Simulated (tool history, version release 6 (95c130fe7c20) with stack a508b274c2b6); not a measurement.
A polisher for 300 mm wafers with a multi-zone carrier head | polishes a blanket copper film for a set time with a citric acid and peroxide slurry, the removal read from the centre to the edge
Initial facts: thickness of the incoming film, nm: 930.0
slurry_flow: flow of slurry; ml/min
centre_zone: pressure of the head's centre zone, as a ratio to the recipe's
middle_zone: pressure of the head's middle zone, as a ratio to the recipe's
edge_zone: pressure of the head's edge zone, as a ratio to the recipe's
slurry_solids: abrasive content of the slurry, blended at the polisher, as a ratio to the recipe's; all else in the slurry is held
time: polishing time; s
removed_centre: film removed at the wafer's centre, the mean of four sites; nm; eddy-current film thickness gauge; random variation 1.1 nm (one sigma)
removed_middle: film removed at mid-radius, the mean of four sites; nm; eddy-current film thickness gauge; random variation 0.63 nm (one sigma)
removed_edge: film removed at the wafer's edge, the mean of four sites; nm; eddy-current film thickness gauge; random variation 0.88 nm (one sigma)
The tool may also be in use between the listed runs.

run  hour  slurry_flow  centre_zone  middle_zone  edge_zone  slurry_solids  time  removed_centre  removed_middle  removed_edge
  1     0          245            1            1          1              1    37          111.21          107.23        110.15
  2     5          245         1.01            1       0.98           0.95    37          113.44          107.19        109.65
  3  10.7          245         1.02            1       0.96            0.9    36          106.39          101.73        103.25
  4  12.2          245         1.02            1       0.96            0.9    41          124.93          114.87         118.5
  5  13.5          245         1.02            1       0.96            0.9    45          134.76          127.26        130.16
  6  22.2          250         1.03            1       0.95           0.85    44          132.67          124.23        125.69
  7  26.3          255         1.04            1       0.94            0.8    43           132.3          122.25        120.88
  8  32.1          260         1.04         0.99       0.93           0.75    42          123.85          113.18         117.1
  9    36          255         1.05         0.99       0.92            0.7    41          122.23          110.36        110.34
 10  40.9          250         1.05         0.99       0.91            0.7    41          120.64          109.59        111.09
 11  49.7          255         1.06         0.99        0.9            0.7    40          118.16          107.83        106.28
 12    56          255         1.07         0.99       0.89            0.7    40          121.85          108.06        108.71
 13  63.7          255         1.08         0.99       0.88            0.7    39          119.37          105.72        103.23
 14  68.3          255         1.08         0.99       0.87            0.7    39          119.92          104.68        102.96
 15    73          255         1.08         0.99       0.86            0.7    39          119.45          105.69        102.15

Forecast run 16:
 16  81.8          255         1.08         0.99       0.85            0.7    39               ?               ?             ?

removed_centre: 118.62 nm
removed_middle: 105.07 nm
removed_edge: 101.4 nm
